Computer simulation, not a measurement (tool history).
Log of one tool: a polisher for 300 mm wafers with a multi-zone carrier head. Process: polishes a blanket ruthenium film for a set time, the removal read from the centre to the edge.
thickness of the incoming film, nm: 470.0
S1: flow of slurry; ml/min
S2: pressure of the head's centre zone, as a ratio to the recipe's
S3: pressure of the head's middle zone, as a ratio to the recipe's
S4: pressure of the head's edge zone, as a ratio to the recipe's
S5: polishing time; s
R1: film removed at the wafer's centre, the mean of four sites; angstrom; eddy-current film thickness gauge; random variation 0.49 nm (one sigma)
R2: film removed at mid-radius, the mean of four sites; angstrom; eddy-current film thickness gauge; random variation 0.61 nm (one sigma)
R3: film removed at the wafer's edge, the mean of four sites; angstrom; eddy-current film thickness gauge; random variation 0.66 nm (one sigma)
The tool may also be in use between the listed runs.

run 1 hour=0.0 | S1=245 S2=1.00 S3=1.00 S4=1.00 S5=43 | R1=378.29 R2=361.08 R3=376.42
run 2 hour=2.4 | S1=250 S2=1.02 S3=1.03 S4=1.03 S5=45 | R1=404.07 R2=409.14 R3=395.86
run 3 hour=7.0 | S1=255 S2=1.04 S3=1.02 S4=1.06 S5=47 | R1=425.66 R2=415.10 R3=400.45
run 4 hour=10.2 | S1=255 S2=1.01 S3=1.02 S4=1.06 S5=47 | R1=414.91 R2=411.76 R3=409.31
run 5 hour=12.8 | S1=255 S2=1.01 S3=0.97 S4=1.06 S5=47 | R1=411.35 R2=396.35 R3=419.32
run 6 hour=18.0 | S1=260 S2=1.02 S3=0.98 S4=1.06 S5=49 | R1=432.60 R2=408.13 R3=424.45

Run 7 comes next. What will it give?
run 7 hour=21.0 | S1=260 S2=1.02 S3=0.99 S4=1.06 S5=51 | R1=? R2=? R3=?

{"run 7": {"R1": 452.21, "R2": 435.39, "R3": 447.4}}
